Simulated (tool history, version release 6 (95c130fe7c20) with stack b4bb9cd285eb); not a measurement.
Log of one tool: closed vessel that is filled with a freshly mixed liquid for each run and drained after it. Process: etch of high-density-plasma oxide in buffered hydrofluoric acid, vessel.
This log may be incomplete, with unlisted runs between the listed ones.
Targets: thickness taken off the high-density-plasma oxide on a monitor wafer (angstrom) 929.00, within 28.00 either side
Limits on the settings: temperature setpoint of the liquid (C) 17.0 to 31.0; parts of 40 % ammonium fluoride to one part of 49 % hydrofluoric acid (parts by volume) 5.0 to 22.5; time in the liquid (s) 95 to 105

run  hour  temperature setpoint of the liquid (C)  parts of 40 % ammonium fluoride to one part of 49 % hydrofluoric acid (parts by volume)  time in the liquid (s)  thickness taken off the high-density-plasma oxide on a monitor wafer (angstrom)
  1   0.0                                    23.0                                                                                     13.5                      95                                                                          1121.80
  2   4.8                                    23.0                                                                                     13.5                      95                                                                          1121.70
  3  13.7                                    23.0                                                                                     11.0                      95                                                                          1368.00
  4  18.4                                    22.0                                                                                     11.0                      95                                                                          1295.40
  5  24.6                                    22.0                                                                                     11.0                     105                                                                          1433.10
  6  26.8                                    24.5                                                                                     11.0                     105                                                                          1646.60
  7  35.3                                    23.0                                                                                     11.5                     105                                                                          1447.00
  8  37.7                                    22.0                                                                                     12.0                     105                                                                          1321.50
  9  42.5                                    21.0                                                                                     12.0                     105                                                                          1243.60
 10  51.1                                    20.0                                                                                     12.0                     105                                                                          1177.60
 11  55.0                                    19.5                                                                                     12.0                     105                                                                          1150.00
 12  57.8                                    19.0                                                                                     12.0                     105                                                                          1113.50
 13  60.6                                    18.5                                                                                     12.0                     105                                                                          1078.70

Which single option among these 4 for the next run brings every result within its allowed miss of target? Just one does.
  A  63.4                                    17.0                                                                                     11.5                      95                                                                                ?
  B  63.4                                    18.5                                                                                     11.0                     105                                                                                ?
  C  63.4                                    17.0                                                                                      8.5                      95                                                                                ?
  D  63.4                                    20.0                                                                                     12.0                     105                                                                                ?

move  thickness taken off the high-density-plasma oxide on a monitor wafer (angstrom)
   A                                                                           945.18
   B                                                                          1188.20
   C                                                                          1231.80
   D                                                                          1187.50
A: all results in spec
B: further off than the last run
C: further off than the last run
D: further off than the last run
Correct choice: A, which meets every target
